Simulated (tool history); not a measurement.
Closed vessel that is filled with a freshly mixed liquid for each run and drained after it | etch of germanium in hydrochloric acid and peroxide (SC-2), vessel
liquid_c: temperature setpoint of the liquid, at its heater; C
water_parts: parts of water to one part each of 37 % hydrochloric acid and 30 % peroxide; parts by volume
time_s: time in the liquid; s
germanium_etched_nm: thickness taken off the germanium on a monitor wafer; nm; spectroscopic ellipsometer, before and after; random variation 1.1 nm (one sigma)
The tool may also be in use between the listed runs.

{"run": 1, "day": 0.0, "liquid_c": 48, "water_parts": 5, "time_s": 95, "germanium_etched_nm": 238.72}
{"run": 2, "day": 0.283, "liquid_c": 48, "water_parts": 5, "time_s": 100, "germanium_etched_nm": 252.46}
{"run": 3, "day": 0.383, "liquid_c": 48, "water_parts": 4, "time_s": 100, "germanium_etched_nm": 251.98}
{"run": 4, "day": 0.654, "liquid_c": 50, "water_parts": 4, "time_s": 100, "germanium_etched_nm": 269.1}
{"run": 5, "day": 0.8, "liquid_c": 50, "water_parts": 4, "time_s": 95, "germanium_etched_nm": 254.8}
{"run": 6, "day": 1.112, "liquid_c": 52, "water_parts": 4, "time_s": 95, "germanium_etched_nm": 274.76}
{"run": 7, "day": 1.379, "liquid_c": 53, "water_parts": 4, "time_s": 95, "germanium_etched_nm": 283.06}
{"run": 8, "day": 1.425, "liquid_c": 54, "water_parts": 4, "time_s": 95, "germanium_etched_nm": 292.3}
{"run": 9, "day": 1.783, "liquid_c": 54.5, "water_parts": 4, "time_s": 95, "germanium_etched_nm": 295.68}

For run 10, what comes out?
{"run": 10, "day": 2.042, "liquid_c": 55, "water_parts": 4, "time_s": 95, "germanium_etched_nm": "?"}

Run 10 gave germanium_etched_nm 300.41 nm.
